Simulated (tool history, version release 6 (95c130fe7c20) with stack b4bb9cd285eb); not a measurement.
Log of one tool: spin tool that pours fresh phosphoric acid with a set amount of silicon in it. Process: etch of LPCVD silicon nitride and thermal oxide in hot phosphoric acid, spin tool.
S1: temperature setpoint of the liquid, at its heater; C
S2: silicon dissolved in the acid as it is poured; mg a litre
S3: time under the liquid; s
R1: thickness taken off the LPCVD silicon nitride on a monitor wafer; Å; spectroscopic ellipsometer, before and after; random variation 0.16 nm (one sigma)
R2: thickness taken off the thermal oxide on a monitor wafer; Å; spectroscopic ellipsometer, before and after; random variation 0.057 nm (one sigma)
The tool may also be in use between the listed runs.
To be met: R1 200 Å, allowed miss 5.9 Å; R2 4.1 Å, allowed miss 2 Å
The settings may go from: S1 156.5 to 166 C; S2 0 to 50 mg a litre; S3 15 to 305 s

run  hour     S1    S2   S3      R1      R2
  1     0    161  26.5  155  148.21  2.1787
  2   6.1    161  26.5   90  85.197  1.3971
  3  13.6    162    25  115  114.25  2.0545
  4  21.9  160.5    25  115  108.06  2.3307
  5  24.1  160.5    25  170  158.94  2.4404
  6  29.4  161.5  22.5  170   165.9  2.6179
  7    37  162.5    19  170  172.13  3.2646
  8  39.3    163    18  170  174.33  3.6529
  9  47.2  163.5    18  170   178.5  4.3235
 10  51.4    164  20.5  170  180.34  4.1488

5 next moves are on the table. One of them brings every result within its allowed miss. Which?
  A  55.6  163.5     8  180   ?   ?
  B  55.6    166  31.5  145   ?   ?
  C  55.6  164.5    24  160   ?   ?
  D  55.6  164.5    24  185   ?   ?
  E  55.6  161.5  20.5  155   ?   ?

move      R1      R2
   A  188.54  4.8498
   B  164.89  2.3416
   C  173.21  3.0579
   D  200.28  3.5357
   E  151.93  2.6478
A: nearer than the last run, and not there yet
B: further off than the last run
C: further off than the last run
D: meets every target
E: further off than the last run
Move D is the one to make.
